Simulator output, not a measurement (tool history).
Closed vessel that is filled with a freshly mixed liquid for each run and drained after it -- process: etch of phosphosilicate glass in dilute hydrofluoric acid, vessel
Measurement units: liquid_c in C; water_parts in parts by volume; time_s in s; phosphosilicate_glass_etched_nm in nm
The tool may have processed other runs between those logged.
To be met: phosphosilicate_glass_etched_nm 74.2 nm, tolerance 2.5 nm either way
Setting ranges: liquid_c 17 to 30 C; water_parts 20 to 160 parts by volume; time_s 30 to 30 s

run  hour  liquid_c  water_parts  time_s  phosphosilicate_glass_etched_nm
  1     0        22           90      30                           54.363
  2   5.1        24           90      30                           57.199
  3   7.9        24           60      30                           90.184
  4    17      22.5           60      30                           85.845
  5  24.6      22.5           60      30                           85.036
  6  27.8      22.5           60      30                            84.59
  7  29.1      21.5           60      30                           81.783
  8  35.8        21           60      30                           81.371
  9  41.7      20.5           60      30                           77.922
 10  49.3        20           60      30                           77.029

4 next moves are on the table. One of them brings every result within its allowed miss. Which?
  A  56.9      21.5           65      30                                ?
  B  56.9      22.5           75      30                                ?
  C  56.9        19           55      30                                ?
  D  56.9      18.5           55      30                                ?

move  phosphosilicate_glass_etched_nm
   A                           76.361
   B                           68.122
   C                           82.206
   D                           80.468
A: each result inside its tolerance
B: pushes the last run's worst result past its target
C: the biggest miss grows against the last run
D: the biggest miss grows against the last run
Go with A: it meets all targets.
